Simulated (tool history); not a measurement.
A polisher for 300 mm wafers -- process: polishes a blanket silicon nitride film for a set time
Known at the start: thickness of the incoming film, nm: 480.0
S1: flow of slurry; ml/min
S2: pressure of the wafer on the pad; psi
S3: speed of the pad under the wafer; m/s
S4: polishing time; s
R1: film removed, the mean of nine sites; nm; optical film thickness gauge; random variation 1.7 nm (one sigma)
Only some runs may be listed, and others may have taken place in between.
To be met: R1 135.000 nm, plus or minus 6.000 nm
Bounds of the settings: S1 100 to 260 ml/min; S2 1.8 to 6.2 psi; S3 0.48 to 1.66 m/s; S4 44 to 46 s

run	hour	S1	S2	S3	S4	R1
1	0.0	165	4.0	1.06	44	88.117
2	7.1	165	4.0	1.06	44	88.156
3	9.8	165	4.3	1.06	44	93.724
4	17.2	165	3.9	1.06	44	86.697
5	20.1	165	4.7	1.06	44	102.140
6	26.6	165	4.9	1.06	44	106.990
7	32.0	165	5.1	1.06	44	110.410
8	35.8	165	5.2	1.06	44	114.090
9	43.0	165	5.3	1.06	44	116.830
10	44.2	175	5.9	1.08	44	128.040

Consider the 5 candidate settings below. Which is the only one whose results all fall within their allowed miss of target?
A	45.4	160	5.5	1.20	46	?
B	45.4	135	6.1	1.32	46	?
C	45.4	160	6.0	0.94	44	?
D	45.4	175	5.6	1.00	45	?
E	45.4	190	5.6	1.10	44	?

move	R1
A	134.910
B	154.500
C	121.440
D	121.770
E	126.900
A: every result lands within tolerance
B: takes the biggest miss from the last run beyond its target
C: lands further from the targets than the last run did
D: lands further from the targets than the last run did
E: lands further from the targets than the last run did
Move A is the one to make.
